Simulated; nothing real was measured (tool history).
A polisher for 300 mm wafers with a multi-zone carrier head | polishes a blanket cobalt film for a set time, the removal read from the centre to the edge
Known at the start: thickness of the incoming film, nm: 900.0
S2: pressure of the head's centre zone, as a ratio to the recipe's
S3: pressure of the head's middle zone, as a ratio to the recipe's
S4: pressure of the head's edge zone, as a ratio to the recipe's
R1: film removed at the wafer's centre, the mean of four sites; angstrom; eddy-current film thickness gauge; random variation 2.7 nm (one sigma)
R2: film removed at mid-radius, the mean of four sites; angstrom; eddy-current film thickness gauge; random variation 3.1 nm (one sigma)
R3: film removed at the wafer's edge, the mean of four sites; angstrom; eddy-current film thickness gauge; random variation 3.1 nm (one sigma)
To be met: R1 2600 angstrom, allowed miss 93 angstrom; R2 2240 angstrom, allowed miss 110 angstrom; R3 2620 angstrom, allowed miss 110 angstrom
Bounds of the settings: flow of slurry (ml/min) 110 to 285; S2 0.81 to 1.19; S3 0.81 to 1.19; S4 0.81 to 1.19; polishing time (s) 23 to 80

{"run": 1, "hour": 0.0, "flow of slurry (ml/min)": 180, "S2": 1, "S3": 1, "S4": 1, "polishing time (s)": 51, "R1": 2814.9, "R2": 2805.2, "R3": 2965.6}
{"run": 2, "hour": 2.1, "flow of slurry (ml/min)": 180, "S2": 1, "S3": 1, "S4": 1, "polishing time (s)": 57, "R1": 3137.3, "R2": 3207.4, "R3": 3352.4}
{"run": 3, "hour": 3.7, "flow of slurry (ml/min)": 180, "S2": 1, "S3": 1.05, "S4": 1, "polishing time (s)": 57, "R1": 3154, "R2": 3269.7, "R3": 3365.9}
{"run": 4, "hour": 5.7, "flow of slurry (ml/min)": 180, "S2": 1, "S3": 1.12, "S4": 1, "polishing time (s)": 57, "R1": 3168.8, "R2": 3459.4, "R3": 3316.4}
{"run": 5, "hour": 8.8, "flow of slurry (ml/min)": 175, "S2": 1.01, "S3": 1.09, "S4": 1, "polishing time (s)": 56, "R1": 3123.4, "R2": 3294.6, "R3": 3281.8}
{"run": 6, "hour": 10.0, "flow of slurry (ml/min)": 170, "S2": 1.02, "S3": 1.07, "S4": 1, "polishing time (s)": 55, "R1": 3001.3, "R2": 3186.2, "R3": 3210.4}
{"hour": 12.0, "done": "slurry nozzle cleaned"}
{"run": 7, "hour": 12.0, "flow of slurry (ml/min)": 175, "S2": 1.02, "S3": 1.04, "S4": 1, "polishing time (s)": 54, "R1": 3463.4, "R2": 3491.9, "R3": 3457.7}
{"run": 8, "hour": 17.3, "flow of slurry (ml/min)": 185, "S2": 1.01, "S3": 1.01, "S4": 1, "polishing time (s)": 53, "R1": 3402.4, "R2": 3335.1, "R3": 3410.4}
{"run": 9, "hour": 24.2, "flow of slurry (ml/min)": 180, "S2": 1.01, "S3": 0.99, "S4": 1, "polishing time (s)": 52, "R1": 3291.3, "R2": 3220.8, "R3": 3375.3}
{"run": 10, "hour": 26.7, "flow of slurry (ml/min)": 180, "S2": 1.01, "S3": 0.97, "S4": 0.99, "polishing time (s)": 50, "R1": 3127.3, "R2": 3051.6, "R3": 3176.9}

5 next moves are on the table. One of them brings every result within its allowed miss. Which?
{"run": "A", "hour": 29.2, "flow of slurry (ml/min)": 195, "S2": 1.05, "S3": 0.9, "S4": 1.07, "polishing time (s)": 39, "R1": "?", "R2": "?", "R3": "?"}
{"run": "B", "hour": 29.2, "flow of slurry (ml/min)": 210, "S2": 1.12, "S3": 0.9, "S4": 1.02, "polishing time (s)": 59, "R1": "?", "R2": "?", "R3": "?"}
{"run": "C", "hour": 29.2, "flow of slurry (ml/min)": 135, "S2": 0.81, "S3": 1.17, "S4": 0.84, "polishing time (s)": 62, "R1": "?", "R2": "?", "R3": "?"}
{"run": "D", "hour": 29.2, "flow of slurry (ml/min)": 130, "S2": 0.91, "S3": 0.93, "S4": 0.97, "polishing time (s)": 45, "R1": "?", "R2": "?", "R3": "?"}
{"run": "E", "hour": 29.2, "flow of slurry (ml/min)": 195, "S2": 1.1, "S3": 1.17, "S4": 0.81, "polishing time (s)": 60, "R1": "?", "R2": "?", "R3": "?"}

move=A R1=2609.5 R2=2216.1 R3=2635.2
move=B R1=4266.6 R2=3390 R3=3926.7
move=C R1=2944.5 R2=4093.2 R3=3530.8
move=D R1=2373.5 R2=2419.4 R3=2728.2
move=E R1=4215.1 R2=4258.6 R3=3547.3
A: meets every target
B: further off than the last run
C: further off than the last run
D: nearer than the last run, and not there yet
E: further off than the last run
Answer: A
